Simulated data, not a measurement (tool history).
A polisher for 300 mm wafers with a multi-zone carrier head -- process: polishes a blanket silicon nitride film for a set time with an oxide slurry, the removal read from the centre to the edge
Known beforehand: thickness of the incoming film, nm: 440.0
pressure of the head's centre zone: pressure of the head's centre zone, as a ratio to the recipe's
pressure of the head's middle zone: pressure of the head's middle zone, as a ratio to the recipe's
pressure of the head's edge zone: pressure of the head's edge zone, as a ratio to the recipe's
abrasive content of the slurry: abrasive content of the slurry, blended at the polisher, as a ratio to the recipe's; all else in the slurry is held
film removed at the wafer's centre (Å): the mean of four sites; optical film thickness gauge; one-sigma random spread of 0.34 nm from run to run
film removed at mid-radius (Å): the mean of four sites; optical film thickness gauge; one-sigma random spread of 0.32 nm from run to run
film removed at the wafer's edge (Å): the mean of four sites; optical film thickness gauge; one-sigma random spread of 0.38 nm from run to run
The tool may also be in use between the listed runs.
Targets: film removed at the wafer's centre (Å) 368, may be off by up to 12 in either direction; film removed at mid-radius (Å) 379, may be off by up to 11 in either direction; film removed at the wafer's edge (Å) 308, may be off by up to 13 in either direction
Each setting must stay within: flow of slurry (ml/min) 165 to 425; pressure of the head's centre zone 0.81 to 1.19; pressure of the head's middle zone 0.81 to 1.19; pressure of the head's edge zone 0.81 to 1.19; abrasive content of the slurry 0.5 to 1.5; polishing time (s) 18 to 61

run  hour  flow of slurry (ml/min)  pressure of the head's centre zone  pressure of the head's middle zone  pressure of the head's edge zone  abrasive content of the slurry  polishing time (s)  film removed at the wafer's centre (Å)  film removed at mid-radius (Å)  film removed at the wafer's edge (Å)
  1     0                      275                                   1                                   1                                 1                               1                  39                                  265.29                           270.1                                262.04
  2   0.8                      275                                   1                                   1                              0.95                               1                  39                                  274.89                          272.43                                258.55
  3   8.6                      275                                   1                                0.93                              0.95                               1                  39                                  276.23                          256.54                                260.39
  4  12.3                      280                                1.01                                0.95                              0.95                            1.05                  39                                  281.66                           267.3                                256.07
  5  14.8                      275                                1.02                                0.96                              0.96                             1.1                  39                                  285.33                          270.18                                264.17
  6  21.9                      280                                1.03                                0.98                              0.96                            1.15                  39                                  293.61                          278.97                                273.64
  7  29.4                      280                                1.03                                0.98                              0.96                            1.15                  39                                  288.07                          279.98                                275.05
  8  34.1                      285                                1.05                                   1                              0.94                             1.2                  39                                  298.94                          290.04                                 274.6
  9  41.2                      290                                1.06                                1.01                              0.93                            1.25                  39                                  306.06                          298.33                                 281.4
 10    45                      330                                1.16                                1.11                               0.9                            1.45                  39                                  356.04                          343.79                                283.48
 11  53.3                      330                                1.16                                1.12                              0.91                            1.45                  39                                  362.63                          341.25                                 294.2
 12  55.4                      330                                1.16                                1.13                              0.91                            1.45                  39                                  360.48                           342.9                                289.86
 13    60                      330                                1.16                                1.14                              0.91                            1.45                  39                                  358.03                          351.06                                292.11
 14    61                      330                                1.16                                1.15                              0.91                            1.45                  39                                  360.37                          347.71                                286.58

Consider the 4 candidate settings below. Which is the only one whose results all fall within their allowed miss of target?
  A    62                      340                                 1.1                                1.15                              0.88                            1.45                  42                                       ?                               ?                                     ?
  B    62                      340                                1.18                                 1.1                              0.89                             1.3                  43                                       ?                               ?                                     ?
  C    62                      355                                1.19                                1.16                              0.86                            1.45                  39                                       ?                               ?                                     ?
  D    62                      335                                1.13                                1.08                              0.89                            1.35                  42                                       ?                               ?                                     ?

move  film removed at the wafer's centre (Å)  film removed at mid-radius (Å)  film removed at the wafer's edge (Å)
   A                                  363.51                          386.24                                316.96
   B                                  386.38                          368.16                                315.65
   C                                  366.83                          362.48                                 292.4
   D                                  364.89                          357.71                                311.64
A: every result within its allowed miss
B: gets the furthest-off result to its target, but another result is out of tolerance
C: nearer than the last run, and not there yet
D: nearer than the last run, and not there yet
The move that meets every target is A.

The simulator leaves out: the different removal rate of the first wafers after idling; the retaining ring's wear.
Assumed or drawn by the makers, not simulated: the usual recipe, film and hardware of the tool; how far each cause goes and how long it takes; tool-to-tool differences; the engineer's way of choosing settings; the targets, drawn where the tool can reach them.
